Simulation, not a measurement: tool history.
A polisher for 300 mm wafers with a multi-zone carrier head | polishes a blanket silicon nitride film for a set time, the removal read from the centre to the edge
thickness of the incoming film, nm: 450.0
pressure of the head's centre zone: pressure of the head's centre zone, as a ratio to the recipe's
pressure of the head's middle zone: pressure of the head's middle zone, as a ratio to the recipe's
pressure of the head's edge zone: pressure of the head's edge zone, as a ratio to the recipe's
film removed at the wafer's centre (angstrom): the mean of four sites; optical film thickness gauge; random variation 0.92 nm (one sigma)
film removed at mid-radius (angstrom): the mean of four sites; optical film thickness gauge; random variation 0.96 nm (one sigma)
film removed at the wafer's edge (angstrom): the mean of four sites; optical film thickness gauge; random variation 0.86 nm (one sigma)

| run | day | flow of slurry (ml/min) | pressure of the head's centre zone | pressure of the head's middle zone | pressure of the head's edge zone | polishing time (s) | film removed at the wafer's centre (angstrom) | film removed at mid-radius (angstrom) | film removed at the wafer's edge (angstrom) |
|---|---|---|---|---|---|---|---|---|---|
| 1 | 0.000 | 185 | 1.00 | 1.00 | 1.00 | 66 | 1274.40 | 1243.90 | 1288.60 |
| 2 | 0.296 | 180 | 0.97 | 0.99 | 0.98 | 62 | 1135.10 | 1151.00 | 1200.10 |
| 3 | 0.429 | 175 | 0.96 | 0.98 | 0.96 | 59 | 1086.40 | 1087.70 | 1142.10 |
| 4 | 0.762 | 170 | 0.94 | 0.98 | 0.95 | 56 | 991.49 | 1036.60 | 1076.60 |
| 5 | 1.112 | 185 | 0.94 | 0.98 | 0.95 | 56 | 1024.10 | 1041.90 | 1081.40 |
| 6 | 1.267 | 185 | 0.92 | 0.97 | 0.94 | 54 | 967.34 | 1009.90 | 1036.40 |
| 7 | 1.542 | 185 | 0.90 | 0.95 | 0.93 | 52 | 899.52 | 945.95 | 983.36 |

Run 8 comes next. What will it give?
| 8 | 1.688 | 185 | 0.89 | 0.94 | 0.92 | 52 | ? | ? | ? |

{"run 8": {"film removed at the wafer's centre (angstrom)": 905.93, "film removed at mid-radius (angstrom)": 946.57, "film removed at the wafer's edge (angstrom)": 997.25}}

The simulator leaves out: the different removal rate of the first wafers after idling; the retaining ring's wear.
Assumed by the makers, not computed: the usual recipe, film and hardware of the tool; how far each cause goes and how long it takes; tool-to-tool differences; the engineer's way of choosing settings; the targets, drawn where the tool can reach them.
